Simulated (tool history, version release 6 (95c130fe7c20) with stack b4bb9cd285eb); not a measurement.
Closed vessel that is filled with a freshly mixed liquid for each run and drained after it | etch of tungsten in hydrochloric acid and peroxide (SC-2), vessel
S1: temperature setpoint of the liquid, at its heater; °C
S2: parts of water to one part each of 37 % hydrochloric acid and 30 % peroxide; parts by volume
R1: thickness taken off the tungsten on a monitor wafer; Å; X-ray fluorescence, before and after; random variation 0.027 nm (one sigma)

Run 1, hour 0.0: S1 49.0 °C, S2 6.5 parts by volume, time in the liquid (s) 30. Result: R1 46.041 Å.
Run 2, hour 6.1: S1 49.0 °C, S2 6.5 parts by volume, time in the liquid (s) 30. Result: R1 46.166 Å.
Run 3, hour 14.0: S1 48.0 °C, S2 6.5 parts by volume, time in the liquid (s) 30. Result: R1 43.520 Å.
Run 4, hour 18.8: S1 43.0 °C, S2 6.5 parts by volume, time in the liquid (s) 30. Result: R1 30.408 Å.
Run 5, hour 21.8: S1 47.5 °C, S2 6.5 parts by volume, time in the liquid (s) 30. Result: R1 41.871 Å.
Run 6, hour 28.1: S1 47.0 °C, S2 6.5 parts by volume, time in the liquid (s) 30. Result: R1 40.034 Å.
Run 7, hour 36.9: S1 46.5 °C, S2 6.5 parts by volume, time in the liquid (s) 30. Result: R1 38.803 Å.
Run 8, hour 42.2: S1 46.0 °C, S2 6.5 parts by volume, time in the liquid (s) 30. Result: R1 37.154 Å.

Forecast run 9:
Run 9, hour 46.6: S1 45.5 °C, S2 6.5 parts by volume, time in the liquid (s) 30. Result: R1 ?.

R1: 36.324 Å
